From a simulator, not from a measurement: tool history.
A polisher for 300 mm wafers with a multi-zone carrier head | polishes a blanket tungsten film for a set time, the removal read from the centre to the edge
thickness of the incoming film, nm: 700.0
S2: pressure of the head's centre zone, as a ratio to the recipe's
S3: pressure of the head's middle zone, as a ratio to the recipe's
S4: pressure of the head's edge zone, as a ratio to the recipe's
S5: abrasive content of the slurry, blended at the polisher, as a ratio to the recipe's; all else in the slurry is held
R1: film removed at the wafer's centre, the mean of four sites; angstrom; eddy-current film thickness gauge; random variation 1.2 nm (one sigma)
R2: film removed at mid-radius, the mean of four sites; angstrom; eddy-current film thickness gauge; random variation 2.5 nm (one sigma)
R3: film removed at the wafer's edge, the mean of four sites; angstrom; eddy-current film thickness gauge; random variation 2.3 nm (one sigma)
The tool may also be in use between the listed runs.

run 1 hour=0 | flow_of_slurry_(ml/min)=315 S2=1 S3=1 S4=1 S5=1 polishing_time_(s)=62 | R1=2191.8 R2=2315.6 R3=2257.7
run 2 hour=1.6 | flow_of_slurry_(ml/min)=310 S2=0.97 S3=1.01 S4=0.96 S5=0.95 polishing_time_(s)=62 | R1=2094.9 R2=2294.6 R3=2257.3
run 3 hour=3.8 | flow_of_slurry_(ml/min)=310 S2=0.97 S3=1.01 S4=0.96 S5=0.95 polishing_time_(s)=50 | R1=1704.5 R2=1860.5 R3=1831.3
run 4 hour=8.5 | flow_of_slurry_(ml/min)=320 S2=0.97 S3=1.05 S4=0.97 S5=0.95 polishing_time_(s)=50 | R1=1688.8 R2=1927.4 R3=1824.7
run 5 hour=9.6 | flow_of_slurry_(ml/min)=320 S2=0.97 S3=1.05 S4=0.97 S5=1.15 polishing_time_(s)=50 | R1=1780.7 R2=1998 R3=1911.8
run 6 hour=16.1 | flow_of_slurry_(ml/min)=325 S2=0.97 S3=1.08 S4=0.97 S5=1.15 polishing_time_(s)=50 | R1=1774.5 R2=2063.1 R3=1938.8
run 7 hour=18.1 | flow_of_slurry_(ml/min)=330 S2=0.97 S3=1.1 S4=0.96 S5=1.15 polishing_time_(s)=50 | R1=1791.2 R2=2127.6 R3=1937.7
run 8 hour=19.4 | flow_of_slurry_(ml/min)=335 S2=0.97 S3=1.11 S4=0.95 S5=1.15 polishing_time_(s)=50 | R1=1788.2 R2=2100 R3=1855.4
run 9 hour=21.1 | flow_of_slurry_(ml/min)=335 S2=0.97 S3=1.13 S4=0.96 S5=1.15 polishing_time_(s)=50 | R1=1806.9 R2=2132.1 R3=1897.6

The next listed run, before its measurement:
run 10 hour=28.9 | flow_of_slurry_(ml/min)=335 S2=0.96 S3=1.14 S4=0.95 S5=1.15 polishing_time_(s)=50 | R1=? R2=? R3=?

{"run 10": {"R1": 1790.7, "R2": 2155.5, "R3": 1890.8}}
